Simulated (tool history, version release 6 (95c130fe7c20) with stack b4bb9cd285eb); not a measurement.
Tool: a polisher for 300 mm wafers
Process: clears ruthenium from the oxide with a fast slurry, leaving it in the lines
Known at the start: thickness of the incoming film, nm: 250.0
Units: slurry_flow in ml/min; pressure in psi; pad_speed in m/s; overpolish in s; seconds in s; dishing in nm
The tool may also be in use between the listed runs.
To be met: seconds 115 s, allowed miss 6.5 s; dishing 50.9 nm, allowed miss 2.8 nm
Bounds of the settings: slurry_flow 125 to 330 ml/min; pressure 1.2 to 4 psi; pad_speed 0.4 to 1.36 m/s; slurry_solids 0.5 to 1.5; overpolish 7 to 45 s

| run | hour | slurry_flow | pressure | pad_speed | slurry_solids | overpolish | seconds | dishing |
|---|---|---|---|---|---|---|---|---|
| 1 | 0 | 210 | 2.6 | 0.88 | 1 | 23 | 68.184 | 63.302 |
| 2 | 2.4 | 240 | 2.6 | 0.88 | 1 | 23 | 71.787 | 63.538 |
| 3 | 6.4 | 240 | 3.1 | 0.88 | 1 | 23 | 59.474 | 73.065 |
| 4 | 14.3 | 240 | 2.8 | 0.88 | 1 | 24 | 65.058 | 70.47 |
| 5 | 19.2 | 240 | 2.5 | 0.88 | 1 | 25 | 71.41 | 66.173 |
| 6 | 24.8 | 240 | 2.5 | 0.96 | 1 | 25 | 66.587 | 72.283 |
| 7 | 30.3 | 240 | 2.3 | 0.94 | 1 | 26 | 73.842 | 67.118 |
| 8 | 31.8 | 240 | 2.1 | 0.94 | 1 | 27 | 81.415 | 65.883 |
| 9 | 38.6 | 240 | 2 | 0.94 | 1 | 27 | 85.528 | 62.515 |
| 10 | 46.3 | 240 | 1.9 | 0.94 | 1 | 27 | 86.493 | 59.859 |
| 11 | 49.2 | 240 | 1.8 | 0.94 | 1 | 28 | 95.646 | 59.659 |
| 12 | 54.8 | 240 | 1.7 | 0.94 | 1 | 28 | 98.577 | 54.539 |
| 13 | 59.9 | 240 | 1.6 | 0.94 | 1 | 28 | 104.72 | 54.235 |

Which of these 4 next moves meets every target?
| A | 65 | 250 | 1.5 | 0.88 | 0.8 | 29 | ? | ? |
| B | 65 | 245 | 1.7 | 0.88 | 1.15 | 30 | ? | ? |
| C | 65 | 210 | 1.8 | 0.92 | 0.9 | 23 | ? | ? |
| D | 65 | 230 | 1.2 | 1.08 | 1.1 | 29 | ? | ? |

| move | seconds | dishing |
|---|---|---|
| A | 127.91 | 45.989 |
| B | 100.06 | 58.764 |
| C | 100.47 | 46.388 |
| D | 116.49 | 49.972 |
A: takes the result that was furthest off past its target
B: further off than the last run
C: further off than the last run
D: meets every target
The right move is D.
